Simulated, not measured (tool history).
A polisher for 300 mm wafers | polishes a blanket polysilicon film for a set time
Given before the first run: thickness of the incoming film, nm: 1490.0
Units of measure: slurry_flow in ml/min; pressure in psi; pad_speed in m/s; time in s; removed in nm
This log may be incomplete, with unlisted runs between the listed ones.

{"run": 1, "hour": 0.0, "slurry_flow": 275, "pressure": 3.1, "pad_speed": 0.82, "time": 88, "removed": 648.76}
{"run": 2, "hour": 7.5, "slurry_flow": 275, "pressure": 3.1, "pad_speed": 0.82, "time": 88, "removed": 638.02}
{"run": 3, "hour": 15.3, "slurry_flow": 275, "pressure": 2.9, "pad_speed": 0.82, "time": 88, "removed": 618.12}
{"run": 4, "hour": 19.7, "slurry_flow": 275, "pressure": 2.7, "pad_speed": 0.82, "time": 88, "removed": 590.33}
{"run": 5, "hour": 24.1, "slurry_flow": 275, "pressure": 2.7, "pad_speed": 0.82, "time": 88, "removed": 598.04}
{"run": 6, "hour": 26.5, "slurry_flow": 220, "pressure": 2.7, "pad_speed": 0.82, "time": 88, "removed": 573.05}
{"run": 7, "hour": 30.2, "slurry_flow": 220, "pressure": 2.5, "pad_speed": 0.82, "time": 88, "removed": 555.66}
{"run": 8, "hour": 32.7, "slurry_flow": 220, "pressure": 2.3, "pad_speed": 0.82, "time": 88, "removed": 531.61}

Predict the results of run 9:
{"run": 9, "hour": 35.7, "slurry_flow": 220, "pressure": 1.6, "pad_speed": 0.8, "time": 88, "removed": "?"}

{"run 9": {"removed": 417.88}}
